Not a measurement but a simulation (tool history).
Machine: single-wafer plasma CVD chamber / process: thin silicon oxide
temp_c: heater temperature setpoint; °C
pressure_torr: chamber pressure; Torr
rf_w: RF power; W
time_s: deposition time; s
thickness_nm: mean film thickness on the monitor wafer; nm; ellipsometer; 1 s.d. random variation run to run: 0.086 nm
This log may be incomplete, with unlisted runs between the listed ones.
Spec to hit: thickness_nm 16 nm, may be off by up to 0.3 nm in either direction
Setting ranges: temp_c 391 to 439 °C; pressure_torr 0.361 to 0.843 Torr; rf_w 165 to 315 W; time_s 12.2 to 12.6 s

run	hour	temp_c	pressure_torr	rf_w	time_s	thickness_nm
1	0	415	0.602	240	12.2	14.216
2	1.6	415	0.602	215	12.2	13.414
3	2.4	415	0.615	215	12.2	13.814
4	5.4	410	0.615	215	12.2	13.636
5	9	410	0.615	215	12.2	13.638
6	14.3	410	0.626	215	12.2	14.101
7	19	410	0.626	215	12.2	14.038
8	23	410	0.635	215	12.2	14.051
9	30.5	410	0.646	215	12.2	14.408
# hour 33.8: RF generator calibrated
10	33.8	410	0.654	215	12.2	14.85
11	35.6	410	0.659	215	12.2	14.881
12	36.3	410	0.664	215	12.2	14.834
13	41.4	410	0.67	215	12.2	15.166
14	45.6	410	0.674	215	12.2	15.097

Exercise: of the 5 proposed moves below, exactly one satisfies all targets within the stated allowed misses. Which move is it?
A	49.8	413	0.818	185	12.6	?
B	49.8	413	0.695	235	12.6	?
C	49.8	407	0.667	270	12.2	?
D	49.8	402	0.676	220	12.6	?
E	49.8	409	0.752	210	12.6	?

move	thickness_nm
A	16.652
B	16.622
C	16.715
D	15.897
E	16.747
A: pushes the last run's worst result past its target
B: pushes the last run's worst result past its target
C: pushes the last run's worst result past its target
D: in spec on every target
E: pushes the last run's worst result past its target
The right move is D.
